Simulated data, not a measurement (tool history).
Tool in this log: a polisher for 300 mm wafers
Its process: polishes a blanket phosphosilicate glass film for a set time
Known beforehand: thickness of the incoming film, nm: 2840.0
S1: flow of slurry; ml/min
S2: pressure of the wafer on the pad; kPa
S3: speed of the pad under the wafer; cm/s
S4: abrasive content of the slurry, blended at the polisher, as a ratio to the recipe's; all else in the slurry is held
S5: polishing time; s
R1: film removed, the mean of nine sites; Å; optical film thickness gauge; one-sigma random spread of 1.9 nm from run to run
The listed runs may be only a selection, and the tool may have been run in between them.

run,hour,S1,S2,S3,S4,S5,R1
1,0,235,21.4,114,1,42,4423.1
2,4.2,235,21.4,114,1,42,4458.8
3,12.9,230,20,114,1,42,4236.8
4,15.5,260,20,114,1,42,4332.3
5,20.1,245,18.6,114,1,42,4053.6
6,23.1,245,20.7,114,1,42,4374.7
7,28.2,235,19.3,114,1,42,4175.1
8,32.7,235,13.1,112,1,42,3224.8
9,35.5,230,12.4,112,1,42,3097.8
10,37.7,225,12.4,112,1,42,3101
11,42,220,12.4,112,1,42,3039.7
12,43.5,215,12.4,112,1,42,3070.1
13,50.9,215,12.4,112,1,42,3062.8
14,55.2,210,12.4,112,1,42,3043.3

What does the tool deliver on the next run?
15,58.8,205,12.4,112,1,42,?

R1: 3026 Å
